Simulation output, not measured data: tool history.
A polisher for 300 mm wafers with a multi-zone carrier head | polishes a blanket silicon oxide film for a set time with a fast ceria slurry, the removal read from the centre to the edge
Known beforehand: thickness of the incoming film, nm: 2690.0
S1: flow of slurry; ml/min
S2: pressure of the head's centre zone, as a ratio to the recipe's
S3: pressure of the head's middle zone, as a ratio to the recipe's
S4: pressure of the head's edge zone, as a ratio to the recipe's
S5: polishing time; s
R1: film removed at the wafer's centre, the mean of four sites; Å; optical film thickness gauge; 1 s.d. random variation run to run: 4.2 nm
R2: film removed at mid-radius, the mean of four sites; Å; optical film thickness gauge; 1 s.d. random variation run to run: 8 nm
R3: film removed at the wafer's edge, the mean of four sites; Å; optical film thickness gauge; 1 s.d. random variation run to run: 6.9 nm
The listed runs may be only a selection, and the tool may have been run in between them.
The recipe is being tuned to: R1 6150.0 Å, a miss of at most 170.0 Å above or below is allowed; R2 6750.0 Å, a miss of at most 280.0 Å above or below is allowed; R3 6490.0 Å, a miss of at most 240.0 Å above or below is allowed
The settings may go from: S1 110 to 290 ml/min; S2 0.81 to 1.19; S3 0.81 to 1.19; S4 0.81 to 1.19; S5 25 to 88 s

run 1 day=0.000 | S1=185 S2=1.00 S3=1.00 S4=1.00 S5=56 | R1=7194.0 R2=7296.4 R3=7288.1
run 2 day=0.133 | S1=160 S2=1.00 S3=1.00 S4=1.00 S5=56 | R1=7126.3 R2=7090.8 R3=7172.8
run 3 day=0.417 | S1=160 S2=1.00 S3=1.00 S4=0.93 S5=56 | R1=7120.3 R2=7126.4 R3=6775.4
run 4 day=0.729 | S1=155 S2=0.99 S3=1.00 S4=0.93 S5=56 | R1=7010.7 R2=7102.6 R3=6894.4
run 5 day=0.904 | S1=155 S2=0.99 S3=1.00 S4=0.89 S5=56 | R1=6956.9 R2=7074.0 R3=6850.5
-- day=1.188 worn pad replaced by a new one
run 6 day=1.188 | S1=195 S2=0.99 S3=1.00 S4=0.89 S5=56 | R1=7827.8 R2=7905.8 R3=7471.1
run 7 day=1.350 | S1=185 S2=0.98 S3=1.00 S4=0.89 S5=56 | R1=7561.7 R2=7881.2 R3=7510.4
run 8 day=1.633 | S1=175 S2=0.97 S3=1.00 S4=0.89 S5=56 | R1=7512.8 R2=7834.4 R3=7479.3
run 9 day=1.871 | S1=165 S2=0.97 S3=1.01 S4=0.90 S5=56 | R1=7551.6 R2=7789.8 R3=7498.2
run 10 day=1.996 | S1=165 S2=0.96 S3=1.01 S4=0.90 S5=54 | R1=7092.8 R2=7600.2 R3=7108.2
run 11 day=2.225 | S1=160 S2=0.96 S3=1.01 S4=0.91 S5=54 | R1=7043.6 R2=7432.2 R3=7181.0
run 12 day=2.342 | S1=155 S2=0.96 S3=1.01 S4=0.91 S5=53 | R1=6894.2 R2=7574.9 R3=7010.0
run 13 day=2.450 | S1=150 S2=0.96 S3=1.01 S4=0.92 S5=53 | R1=6884.2 R2=7502.7 R3=7141.5
run 14 day=2.650 | S1=145 S2=0.96 S3=1.01 S4=0.92 S5=52 | R1=6809.3 R2=7245.9 R3=6793.3
run 15 day=2.779 | S1=140 S2=0.95 S3=1.01 S4=0.93 S5=51 | R1=6563.5 R2=6991.9 R3=6797.4
run 16 day=2.883 | S1=135 S2=0.95 S3=1.01 S4=0.93 S5=51 | R1=6626.0 R2=6981.8 R3=6698.9
run 17 day=3.138 | S1=135 S2=0.95 S3=1.01 S4=0.94 S5=50 | R1=6412.0 R2=6796.5 R3=6739.5
run 18 day=3.279 | S1=120 S2=0.92 S3=1.02 S4=0.91 S5=49 | R1=6041.5 R2=6754.6 R3=6362.9

Next run, 4 choices. One meets every target within its allowed miss, the rest don't. Which?
run A day=3.421 | S1=145 S2=0.93 S3=1.02 S4=0.94 S5=49 | R1=? R2=? R3=?
run B day=3.421 | S1=115 S2=0.97 S3=1.09 S4=0.94 S5=46 | R1=? R2=? R3=?
run C day=3.421 | S1=115 S2=0.95 S3=1.11 S4=0.85 S5=46 | R1=? R2=? R3=?
run D day=3.421 | S1=120 S2=0.90 S3=1.11 S4=0.97 S5=48 | R1=? R2=? R3=?

move=A R1=6291.4 R2=6778.7 R3=6570.7
move=B R1=5991.4 R2=6555.6 R3=6051.8
move=C R1=5867.7 R2=6658.0 R3=5778.0
move=D R1=5828.9 R2=6980.9 R3=6429.1
A: in spec on every target
B: the furthest-off result lands on target, but another misses its tolerance
C: moves away from the targets compared with the last run
D: moves away from the targets compared with the last run
A meets every target.
